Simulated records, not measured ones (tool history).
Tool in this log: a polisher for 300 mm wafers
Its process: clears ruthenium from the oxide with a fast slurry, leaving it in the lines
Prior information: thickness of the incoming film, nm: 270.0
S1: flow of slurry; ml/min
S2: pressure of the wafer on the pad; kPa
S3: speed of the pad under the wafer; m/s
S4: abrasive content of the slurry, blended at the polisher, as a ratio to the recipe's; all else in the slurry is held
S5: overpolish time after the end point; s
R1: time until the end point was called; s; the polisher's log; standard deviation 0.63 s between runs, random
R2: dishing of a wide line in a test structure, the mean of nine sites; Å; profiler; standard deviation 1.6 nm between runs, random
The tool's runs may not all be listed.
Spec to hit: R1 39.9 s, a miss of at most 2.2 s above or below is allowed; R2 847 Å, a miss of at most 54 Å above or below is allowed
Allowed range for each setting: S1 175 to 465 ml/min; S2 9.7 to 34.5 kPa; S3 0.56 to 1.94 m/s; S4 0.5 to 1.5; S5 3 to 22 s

Run 1, hour 0: S1 295 ml/min, S2 22.1 kPa, S3 1.24 m/s, S4 1, S5 11 s. Result: R1 49.349 s, R2 487.25 Å.
Run 2, hour 7: S1 295 ml/min, S2 22.8 kPa, S3 1.24 m/s, S4 1, S5 12 s. Result: R1 50.106 s, R2 542.32 Å.
Run 3, hour 13.2: S1 295 ml/min, S2 22.8 kPa, S3 1.24 m/s, S4 1.2, S5 12 s. Result: R1 43.941 s, R2 560.11 Å.
Run 4, hour 17.8: S1 295 ml/min, S2 22.8 kPa, S3 0.92 m/s, S4 1.2, S5 12 s. Result: R1 54.216 s, R2 500.04 Å.
Run 5, hour 22.9: S1 295 ml/min, S2 22.8 kPa, S3 0.7 m/s, S4 1.2, S5 12 s. Result: R1 63.652 s, R2 429.31 Å.
Run 6, hour 24.6: S1 295 ml/min, S2 22.8 kPa, S3 0.56 m/s, S4 1.2, S5 12 s. Result: R1 72.924 s, R2 380.36 Å.
Run 7, hour 25.9: S1 295 ml/min, S2 29 kPa, S3 0.76 m/s, S4 1.2, S5 16 s. Result: R1 46.602 s, R2 703.35 Å.
Run 8, hour 27.7: S1 295 ml/min, S2 31 kPa, S3 0.78 m/s, S4 1.2, S5 17 s. Result: R1 43.677 s, R2 778.15 Å.

Next run, 5 choices. One meets every target within its allowed miss, the rest don't. Which?
Run A, hour 29.5: S1 235 ml/min, S2 34.5 kPa, S3 0.82 m/s, S4 1.15, S5 13 s. Result: R1 ?, R2 ?.
Run B, hour 29.5: S1 305 ml/min, S2 27.6 kPa, S3 0.78 m/s, S4 1.25, S5 16 s. Result: R1 ?, R2 ?.
Run C, hour 29.5: S1 350 ml/min, S2 31 kPa, S3 0.74 m/s, S4 1, S5 22 s. Result: R1 ?, R2 ?.
Run D, hour 29.5: S1 230 ml/min, S2 30.3 kPa, S3 1.16 m/s, S4 1, S5 17 s. Result: R1 ?, R2 ?.
Run E, hour 29.5: S1 230 ml/min, S2 34.5 kPa, S3 0.7 m/s, S4 1, S5 20 s. Result: R1 ?, R2 ?.

move      R1      R2
   A  39.401  680.12
   B  47.445  692.53
   C  48.845  873.12
   D  38.902  852.87
   E    46.7  839.53
A: brings the result that was furthest off to its target, and leaves another outside
B: misses by more than the last run did
C: misses by more than the last run did
D: each result inside its tolerance
E: misses by more than the last run did
D meets every target.

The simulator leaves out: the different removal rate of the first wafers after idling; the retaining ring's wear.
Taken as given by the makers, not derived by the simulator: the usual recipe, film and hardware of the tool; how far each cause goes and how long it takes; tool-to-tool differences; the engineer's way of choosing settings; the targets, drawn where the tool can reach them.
